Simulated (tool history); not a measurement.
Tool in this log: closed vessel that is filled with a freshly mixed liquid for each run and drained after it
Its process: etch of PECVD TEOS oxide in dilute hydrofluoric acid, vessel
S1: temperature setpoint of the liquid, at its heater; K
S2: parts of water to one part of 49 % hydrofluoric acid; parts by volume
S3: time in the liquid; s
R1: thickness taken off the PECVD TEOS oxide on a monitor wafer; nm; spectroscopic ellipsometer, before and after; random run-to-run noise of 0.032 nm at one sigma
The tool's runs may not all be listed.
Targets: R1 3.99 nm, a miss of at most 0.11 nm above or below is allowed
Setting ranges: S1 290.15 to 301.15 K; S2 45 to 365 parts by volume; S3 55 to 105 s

run	hour	S1	S2	S3	R1
1	0	293.15	205	105	6.1762
2	4.8	292.65	220	105	5.5461
3	12.1	290.15	220	105	4.9537
4	16.5	290.15	220	105	4.898
5	22.3	290.15	230	105	4.7112
6	23.3	290.15	230	55	2.4684
7	25.3	291.65	230	55	2.634
8	33.9	291.65	220	55	2.8015
9	42.5	291.65	220	55	2.7682
10	47.1	291.65	220	55	2.7861
11	56.3	293.15	210	55	3.1218
12	63.7	293.15	200	55	3.2941
13	70.7	293.15	200	55	3.2965
14	75.3	294.15	190	55	3.6186

Exercise: of the 5 proposed moves below, exactly one satisfies all targets within the stated allowed misses. Which move is it?
A	79.9	295.15	245	85	?
B	79.9	291.65	215	80	?
C	79.9	290.15	220	90	?
D	79.9	294.65	180	55	?
E	79.9	297.15	250	65	?

move	R1
A	4.2652
B	4.1236
C	4.2553
D	3.9363
E	3.4198
A: moves the result that the last run missed by most past its target, out the other side
B: moves the result that the last run missed by most past its target, out the other side
C: moves the result that the last run missed by most past its target, out the other side
D: every result lands within tolerance
E: further off than the last run
Go with D: it meets all targets.

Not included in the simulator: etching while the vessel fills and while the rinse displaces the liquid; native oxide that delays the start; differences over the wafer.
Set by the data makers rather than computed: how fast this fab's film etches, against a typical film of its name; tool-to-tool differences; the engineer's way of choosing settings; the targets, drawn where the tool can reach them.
